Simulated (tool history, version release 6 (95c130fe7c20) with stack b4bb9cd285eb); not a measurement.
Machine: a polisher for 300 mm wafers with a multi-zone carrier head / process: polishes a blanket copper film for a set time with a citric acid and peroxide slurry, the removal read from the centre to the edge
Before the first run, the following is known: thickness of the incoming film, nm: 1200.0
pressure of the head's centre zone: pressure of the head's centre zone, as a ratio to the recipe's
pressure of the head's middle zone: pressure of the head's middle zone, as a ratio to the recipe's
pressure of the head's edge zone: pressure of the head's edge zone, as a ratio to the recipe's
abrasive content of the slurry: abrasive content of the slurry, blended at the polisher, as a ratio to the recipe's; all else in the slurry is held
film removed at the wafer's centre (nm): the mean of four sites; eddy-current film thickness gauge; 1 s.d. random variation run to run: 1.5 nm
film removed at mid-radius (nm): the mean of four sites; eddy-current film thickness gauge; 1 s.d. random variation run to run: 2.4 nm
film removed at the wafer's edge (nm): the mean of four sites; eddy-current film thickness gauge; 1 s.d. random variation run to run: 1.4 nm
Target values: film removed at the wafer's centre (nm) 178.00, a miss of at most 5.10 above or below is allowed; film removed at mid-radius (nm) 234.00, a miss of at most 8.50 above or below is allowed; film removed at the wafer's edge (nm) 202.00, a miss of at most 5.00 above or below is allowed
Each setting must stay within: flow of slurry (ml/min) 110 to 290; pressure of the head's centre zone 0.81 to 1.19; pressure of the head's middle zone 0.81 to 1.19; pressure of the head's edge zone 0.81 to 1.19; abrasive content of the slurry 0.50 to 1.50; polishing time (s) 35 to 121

| run | day | flow of slurry (ml/min) | pressure of the head's centre zone | pressure of the head's middle zone | pressure of the head's edge zone | abrasive content of the slurry | polishing time (s) | film removed at the wafer's centre (nm) | film removed at mid-radius (nm) | film removed at the wafer's edge (nm) |
|---|---|---|---|---|---|---|---|---|---|---|
| 1 | 0.000 | 185 | 1.00 | 1.00 | 1.00 | 1.00 | 78 | 204.46 | 207.92 | 207.06 |
| 2 | 0.058 | 175 | 0.96 | 1.05 | 0.99 | 1.00 | 78 | 193.81 | 213.87 | 202.09 |
| 3 | 0.096 | 175 | 1.03 | 1.05 | 0.99 | 1.00 | 78 | 204.51 | 209.49 | 203.93 |
| 4 | 0.338 | 175 | 1.03 | 1.05 | 0.99 | 1.00 | 95 | 253.51 | 258.10 | 248.71 |
| 5 | 0.571 | 160 | 0.96 | 1.06 | 0.97 | 0.85 | 94 | 222.70 | 248.81 | 233.20 |
| 6 | 0.942 | 160 | 0.96 | 1.06 | 1.05 | 0.85 | 94 | 223.50 | 248.20 | 240.28 |
| 7 | 1.183 | 160 | 0.96 | 1.06 | 1.05 | 0.85 | 94 | 220.95 | 247.38 | 239.69 |
| 8 | 1.500 | 150 | 0.93 | 1.08 | 1.01 | 0.75 | 94 | 206.29 | 242.77 | 227.55 |
| 9 | 1.762 | 140 | 0.91 | 1.09 | 0.97 | 0.70 | 94 | 194.04 | 232.88 | 220.57 |
| 10 | 2.038 | 140 | 0.90 | 1.12 | 0.93 | 0.65 | 94 | 195.64 | 235.08 | 213.33 |
| 11 | 2.333 | 135 | 0.88 | 1.14 | 0.92 | 0.65 | 94 | 186.23 | 240.05 | 211.66 |

5 candidate next runs follow, results not yet known. Just one meets every target within its allowed miss. Identify it.
| A | 2.629 | 115 | 0.90 | 1.12 | 0.90 | 0.65 | 97 | ? | ? | ? |
| B | 2.629 | 145 | 0.85 | 1.13 | 0.86 | 0.75 | 88 | ? | ? | ? |
| C | 2.629 | 115 | 0.99 | 1.14 | 0.85 | 0.80 | 87 | ? | ? | ? |
| D | 2.629 | 190 | 0.94 | 1.18 | 1.00 | 0.85 | 74 | ? | ? | ? |
| E | 2.629 | 145 | 0.92 | 1.13 | 0.92 | 0.60 | 86 | ? | ? | ? |

| move | film removed at the wafer's centre (nm) | film removed at mid-radius (nm) | film removed at the wafer's edge (nm) |
|---|---|---|---|
| A | 187.01 | 232.11 | 211.20 |
| B | 177.35 | 231.90 | 202.29 |
| C | 190.52 | 219.70 | 193.07 |
| D | 177.98 | 218.55 | 191.03 |
| E | 178.89 | 217.37 | 194.20 |
A: neither nearer nor further off than the last run
B: all results in spec
C: takes the result that was furthest off past its target
D: takes the result that was furthest off past its target
E: takes the result that was furthest off past its target
B meets every target.
